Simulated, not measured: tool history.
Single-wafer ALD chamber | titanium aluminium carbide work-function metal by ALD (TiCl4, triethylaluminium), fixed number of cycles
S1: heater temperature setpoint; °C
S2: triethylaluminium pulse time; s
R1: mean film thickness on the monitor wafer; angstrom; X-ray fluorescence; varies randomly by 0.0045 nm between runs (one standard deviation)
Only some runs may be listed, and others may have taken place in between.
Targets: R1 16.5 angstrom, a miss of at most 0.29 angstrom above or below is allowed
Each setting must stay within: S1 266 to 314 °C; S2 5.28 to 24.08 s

run 1 hour=0 | S1=290 S2=14.68 | R1=19.437
run 2 hour=7.4 | S1=282 S2=11.58 | R1=18.003
run 3 hour=13.1 | S1=278 S2=11.17 | R1=17.463
run 4 hour=13.9 | S1=275 S2=10.93 | R1=17.019
run 5 hour=20.1 | S1=275 S2=13.53 | R1=17.685
run 6 hour=25.9 | S1=272 S2=12.86 | R1=17.258
run 7 hour=31.7 | S1=270 S2=12.42 | R1=17.108
run 8 hour=38.8 | S1=269 S2=11.9 | R1=16.802

4 next moves are on the table. One of them brings every result within its allowed miss. Which?
run A hour=45.9 | S1=273 S2=11.72 | R1=?
run B hour=45.9 | S1=268 S2=11.52 | R1=?
run C hour=45.9 | S1=271 S2=13.25 | R1=?
run D hour=45.9 | S1=274 S2=11.76 | R1=?

move=A R1=17.063
move=B R1=16.534
move=C R1=17.227
move=D R1=17.169
A: its largest miss is bigger than the last run's
B: each result inside its tolerance
C: its largest miss is bigger than the last run's
D: its largest miss is bigger than the last run's
Move B is the one to make.
